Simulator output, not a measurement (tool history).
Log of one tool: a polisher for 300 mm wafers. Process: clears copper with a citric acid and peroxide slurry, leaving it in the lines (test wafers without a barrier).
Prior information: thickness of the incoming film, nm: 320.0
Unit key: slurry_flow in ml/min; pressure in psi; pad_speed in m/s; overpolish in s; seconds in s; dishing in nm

| run | hour | slurry_flow | pressure | pad_speed | slurry_solids | overpolish | seconds | dishing |
|---|---|---|---|---|---|---|---|---|
| 1 | 0.0 | 275 | 3.0 | 1.16 | 1.0 | 9 | 159.00 | 15.780 |
| 2 | 0.7 | 275 | 3.0 | 1.30 | 1.0 | 9 | 147.04 | 16.994 |
| 3 | 9.7 | 275 | 2.8 | 1.30 | 1.0 | 9 | 156.19 | 15.645 |
| 4 | 14.3 | 275 | 2.6 | 1.30 | 1.0 | 9 | 163.69 | 14.668 |
| 5 | 21.3 | 275 | 2.6 | 1.30 | 1.0 | 12 | 166.51 | 19.652 |
| 6 | 27.1 | 340 | 2.6 | 1.30 | 1.0 | 12 | 166.13 | 19.516 |
| 7 | 28.9 | 340 | 2.5 | 1.28 | 1.0 | 11 | 173.76 | 17.303 |
| 8 | 30.0 | 340 | 2.4 | 1.26 | 1.0 | 11 | 182.42 | 16.381 |

Run 9 has not been measured yet. What should we expect?
| 9 | 37.9 | 340 | 2.4 | 1.26 | 1.0 | 11 | ? | ? |

Run 9 produced seconds 178.99 s, dishing 16.706 nm.

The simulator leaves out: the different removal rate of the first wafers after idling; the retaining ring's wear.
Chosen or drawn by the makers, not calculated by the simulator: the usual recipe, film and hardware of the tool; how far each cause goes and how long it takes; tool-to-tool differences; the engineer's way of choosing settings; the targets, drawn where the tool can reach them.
